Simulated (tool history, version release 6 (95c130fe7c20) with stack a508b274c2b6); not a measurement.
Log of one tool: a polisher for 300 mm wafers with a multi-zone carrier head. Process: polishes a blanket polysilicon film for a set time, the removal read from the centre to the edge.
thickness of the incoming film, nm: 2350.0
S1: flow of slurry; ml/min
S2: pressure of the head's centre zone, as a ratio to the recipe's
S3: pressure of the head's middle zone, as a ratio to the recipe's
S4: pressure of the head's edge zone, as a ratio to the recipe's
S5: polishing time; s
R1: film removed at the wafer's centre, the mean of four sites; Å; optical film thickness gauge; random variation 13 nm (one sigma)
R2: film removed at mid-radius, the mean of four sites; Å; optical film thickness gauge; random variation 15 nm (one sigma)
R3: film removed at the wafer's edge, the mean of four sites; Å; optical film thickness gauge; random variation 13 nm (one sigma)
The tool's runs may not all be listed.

run	hour	S1	S2	S3	S4	S5	R1	R2	R3
1	0	190	1	1	1	78	8588.2	9007.1	8953.7
2	2.1	190	0.99	1	1.02	81	9010.2	9234	9250.6
3	5.8	190	0.99	1	1.02	97	10793	10967	11442
4	6.8	195	0.98	1.01	1.04	98	11018	11339	11543
5	8	195	0.92	1.01	1.04	98	9879.8	11295	11736
6	11.4	200	0.92	1.01	1.05	99	10116	11555	11764
7	16.4	200	0.92	1.01	1.05	100	10511	11823	11768
8	24.2	195	0.92	1.01	1.05	101	10331	11977	11827
9	33.2	195	0.92	1.01	1.05	101	10365	11681	12087

The next listed run, before its measurement:
# hour 35.6: edge zone pressure recalibrated
10	35.6	195	0.92	1.01	1.05	101	?	?	?

Run 10 gave R1 10277 Å, R2 11574 Å, R3 11730 Å.
